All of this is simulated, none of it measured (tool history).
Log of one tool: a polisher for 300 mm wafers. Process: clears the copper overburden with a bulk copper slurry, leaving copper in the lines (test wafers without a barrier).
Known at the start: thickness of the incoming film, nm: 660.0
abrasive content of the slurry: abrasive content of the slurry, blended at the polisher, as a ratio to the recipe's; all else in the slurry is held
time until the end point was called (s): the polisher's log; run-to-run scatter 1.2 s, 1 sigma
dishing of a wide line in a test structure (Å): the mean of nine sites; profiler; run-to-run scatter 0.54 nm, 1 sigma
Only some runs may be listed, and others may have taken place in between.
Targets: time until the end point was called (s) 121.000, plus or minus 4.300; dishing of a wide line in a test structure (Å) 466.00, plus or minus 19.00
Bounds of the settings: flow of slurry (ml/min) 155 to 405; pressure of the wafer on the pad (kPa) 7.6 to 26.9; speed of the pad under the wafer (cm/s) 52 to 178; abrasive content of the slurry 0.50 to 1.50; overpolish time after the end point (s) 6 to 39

run	hour	flow of slurry (ml/min)	pressure of the wafer on the pad (kPa)	speed of the pad under the wafer (cm/s)	abrasive content of the slurry	overpolish time after the end point (s)	time until the end point was called (s)	dishing of a wide line in a test structure (Å)
1	0.0	260	17.2	114	1.00	20	85.660	869.02
2	5.0	260	17.2	114	1.00	23	87.384	948.09
3	8.4	310	17.2	114	1.00	23	85.071	950.48
4	13.9	310	17.2	114	1.10	23	82.639	980.32
5	16.4	310	17.2	134	1.10	23	74.764	1023.70
6	22.0	280	17.2	134	1.10	23	75.108	1028.30
7	27.4	280	15.9	134	1.10	21	80.065	913.96
8	28.2	280	14.5	134	1.10	19	86.983	782.46
9	36.4	280	13.1	134	1.10	18	95.963	723.96
10	42.6	280	12.4	134	1.10	17	100.460	665.30
11	49.9	280	11.7	134	1.10	16	108.090	605.62
12	54.1	280	11.7	134	1.10	15	108.330	587.90

Which of these 4 next moves meets every target?
A	58.3	280	9.0	160	1.25	24	?	?
B	58.3	300	10.3	136	1.00	13	?	?
C	58.3	350	11.0	110	1.05	14	?	?
D	58.3	300	10.3	126	1.00	12	?	?

move	time until the end point was called (s)	dishing of a wide line in a test structure (Å)
A	115.710	729.06
B	121.120	471.81
C	129.380	477.97
D	128.070	423.56
A: lands further from the targets than the last run did
B: hits every target within its allowed miss
C: brings the result that was furthest off to its target, and leaves another outside
D: moves the result that the last run missed by most past its target, out the other side
Correct choice: B, which meets every target
